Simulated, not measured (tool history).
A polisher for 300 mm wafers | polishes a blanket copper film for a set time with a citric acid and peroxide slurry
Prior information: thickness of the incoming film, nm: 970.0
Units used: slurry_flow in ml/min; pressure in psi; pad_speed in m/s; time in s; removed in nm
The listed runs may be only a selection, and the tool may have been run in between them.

run,hour,slurry_flow,pressure,pad_speed,slurry_solids,time,removed
1,0,320,2.1,1.16,1,31,57.739
2,2.2,320,1.9,1.14,1,31,51.164
3,8.5,355,1.9,1.14,1,31,51.389
4,12.4,355,1.8,1.14,1,31,50.378
5,18.1,355,1.8,1.14,1,31,49.577
6,25.9,355,1.7,1.14,1,31,47.631

Expected results for the next run?
7,26.9,355,1.6,1.12,1,31,?

Run 7 produced removed 44.865 nm.

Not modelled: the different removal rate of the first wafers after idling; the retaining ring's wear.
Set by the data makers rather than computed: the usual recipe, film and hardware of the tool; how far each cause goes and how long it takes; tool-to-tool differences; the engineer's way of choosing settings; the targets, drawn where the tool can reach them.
